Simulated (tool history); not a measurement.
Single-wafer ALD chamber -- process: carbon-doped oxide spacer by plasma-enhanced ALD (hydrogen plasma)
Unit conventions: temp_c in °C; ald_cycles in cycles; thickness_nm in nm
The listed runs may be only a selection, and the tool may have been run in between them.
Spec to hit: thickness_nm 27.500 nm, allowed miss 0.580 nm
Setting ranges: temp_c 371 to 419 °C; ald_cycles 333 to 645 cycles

{"run": 1, "hour": 0.0, "temp_c": 395, "ald_cycles": 489, "thickness_nm": 24.556}
{"run": 2, "hour": 4.0, "temp_c": 386, "ald_cycles": 489, "thickness_nm": 24.783}
{"run": 3, "hour": 8.1, "temp_c": 377, "ald_cycles": 489, "thickness_nm": 24.641}
{"run": 4, "hour": 15.5, "temp_c": 377, "ald_cycles": 421, "thickness_nm": 21.536}
{"run": 5, "hour": 20.1, "temp_c": 377, "ald_cycles": 484, "thickness_nm": 24.213}
{"run": 6, "hour": 25.1, "temp_c": 377, "ald_cycles": 491, "thickness_nm": 24.553}
{"run": 7, "hour": 32.7, "temp_c": 377, "ald_cycles": 497, "thickness_nm": 25.246}
{"run": 8, "hour": 36.2, "temp_c": 377, "ald_cycles": 501, "thickness_nm": 25.182}
{"hour": 38.0, "done": "thermocouple changed; heater temperature recalibrated"}
{"run": 9, "hour": 38.0, "temp_c": 377, "ald_cycles": 501, "thickness_nm": 25.367}
{"run": 10, "hour": 40.7, "temp_c": 377, "ald_cycles": 505, "thickness_nm": 25.547}
{"run": 11, "hour": 44.3, "temp_c": 377, "ald_cycles": 509, "thickness_nm": 25.394}
{"run": 12, "hour": 50.2, "temp_c": 377, "ald_cycles": 514, "thickness_nm": 26.122}

Of the 5 settings listed for the next run, only one would bring every result within its allowed miss of target. Which one?
{"run": "A", "hour": 56.1, "temp_c": 374, "ald_cycles": 517, "thickness_nm": "?"}
{"run": "B", "hour": 56.1, "temp_c": 397, "ald_cycles": 545, "thickness_nm": "?"}
{"run": "C", "hour": 56.1, "temp_c": 379, "ald_cycles": 518, "thickness_nm": "?"}
{"run": "D", "hour": 56.1, "temp_c": 382, "ald_cycles": 513, "thickness_nm": "?"}
{"run": "E", "hour": 56.1, "temp_c": 381, "ald_cycles": 515, "thickness_nm": "?"}

move=A thickness_nm=26.186
move=B thickness_nm=27.604
move=C thickness_nm=26.236
move=D thickness_nm=25.983
move=E thickness_nm=26.084
A: roughly where the last run was
B: all results in spec
C: an improvement on the last run, though not all results are within tolerance
D: lands further from the targets than the last run did
E: roughly where the last run was
Correct choice: B, which meets every target
